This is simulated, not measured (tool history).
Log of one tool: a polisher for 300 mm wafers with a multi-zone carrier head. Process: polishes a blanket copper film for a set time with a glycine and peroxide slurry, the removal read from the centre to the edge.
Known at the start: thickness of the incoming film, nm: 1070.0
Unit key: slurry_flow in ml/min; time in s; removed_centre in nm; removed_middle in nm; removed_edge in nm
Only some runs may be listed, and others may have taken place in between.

run 1 day=0.000 | slurry_flow=185 centre_zone=1.00 middle_zone=1.00 edge_zone=1.00 time=57 | removed_centre=342.82 removed_middle=357.62 removed_edge=342.96
run 2 day=0.138 | slurry_flow=185 centre_zone=1.03 middle_zone=1.00 edge_zone=1.00 time=57 | removed_centre=358.65 removed_middle=355.34 removed_edge=350.86
run 3 day=0.238 | slurry_flow=220 centre_zone=1.03 middle_zone=1.00 edge_zone=1.00 time=57 | removed_centre=365.25 removed_middle=367.81 removed_edge=353.42
run 4 day=0.475 | slurry_flow=220 centre_zone=0.98 middle_zone=1.00 edge_zone=1.00 time=57 | removed_centre=346.84 removed_middle=357.24 removed_edge=358.12
run 5 day=0.533 | slurry_flow=235 centre_zone=1.00 middle_zone=0.98 edge_zone=1.05 time=59 | removed_centre=365.44 removed_middle=376.19 removed_edge=378.48
run 6 day=0.717 | slurry_flow=245 centre_zone=1.02 middle_zone=0.94 edge_zone=1.08 time=61 | removed_centre=387.75 removed_middle=376.25 removed_edge=397.19
run 7 day=1.088 | slurry_flow=250 centre_zone=1.03 middle_zone=0.93 edge_zone=1.11 time=63 | removed_centre=410.35 removed_middle=384.34 removed_edge=415.34
run 8 day=1.417 | slurry_flow=255 centre_zone=1.04 middle_zone=0.93 edge_zone=1.13 time=64 | removed_centre=421.50 removed_middle=392.08 removed_edge=428.14

Run 9 is up next; what results do you expect?
run 9 day=1.779 | slurry_flow=260 centre_zone=1.05 middle_zone=0.93 edge_zone=1.15 time=65 | removed_centre=? removed_middle=? removed_edge=?

{"run 9": {"removed_centre": 435.29, "removed_middle": 396.88, "removed_edge": 437.88}}
